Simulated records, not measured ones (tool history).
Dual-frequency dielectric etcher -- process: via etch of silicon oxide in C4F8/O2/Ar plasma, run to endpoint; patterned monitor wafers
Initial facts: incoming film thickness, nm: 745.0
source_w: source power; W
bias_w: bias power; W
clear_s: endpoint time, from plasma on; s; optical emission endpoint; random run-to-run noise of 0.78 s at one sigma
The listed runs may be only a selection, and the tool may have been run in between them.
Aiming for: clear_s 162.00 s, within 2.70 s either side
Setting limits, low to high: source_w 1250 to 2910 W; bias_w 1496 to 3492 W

Run 1, day 0.000: source_w 2080 W, bias_w 2494 W. Result: clear_s 129.17 s.
Run 2, day 0.092: source_w 1940 W, bias_w 2390 W. Result: clear_s 133.47 s.
Run 3, day 0.146: source_w 1940 W, bias_w 2235 W. Result: clear_s 136.65 s.
Run 4, day 0.346: source_w 2250 W, bias_w 2235 W. Result: clear_s 129.73 s.
Run 5, day 0.471: source_w 2250 W, bias_w 2071 W. Result: clear_s 131.14 s.
Run 6, day 0.700: source_w 2090 W, bias_w 1994 W. Result: clear_s 137.62 s.
Run 7, day 0.842: source_w 1960 W, bias_w 1964 W. Result: clear_s 141.67 s.
Run 8, day 1.200: source_w 1540 W, bias_w 1820 W. Result: clear_s 157.47 s.

Which one of the following 5 next-run settings gets every result inside its allowed miss? There is exactly one.
Run A, day 1.558: source_w 1600 W, bias_w 1928 W. Result: clear_s ?.
Run B, day 1.558: source_w 1480 W, bias_w 1743 W. Result: clear_s ?.
Run C, day 1.558: source_w 1680 W, bias_w 1893 W. Result: clear_s ?.
Run D, day 1.558: source_w 1640 W, bias_w 1888 W. Result: clear_s ?.
Run E, day 1.558: source_w 1590 W, bias_w 2079 W. Result: clear_s ?.

move  clear_s
   A   153.61
   B   162.92
   C   151.74
   D   153.21
   E   150.44
A: lands further from the targets than the last run did
B: all results land within tolerance of their targets
C: lands further from the targets than the last run did
D: lands further from the targets than the last run did
E: lands further from the targets than the last run did
Go with B: it meets all targets.

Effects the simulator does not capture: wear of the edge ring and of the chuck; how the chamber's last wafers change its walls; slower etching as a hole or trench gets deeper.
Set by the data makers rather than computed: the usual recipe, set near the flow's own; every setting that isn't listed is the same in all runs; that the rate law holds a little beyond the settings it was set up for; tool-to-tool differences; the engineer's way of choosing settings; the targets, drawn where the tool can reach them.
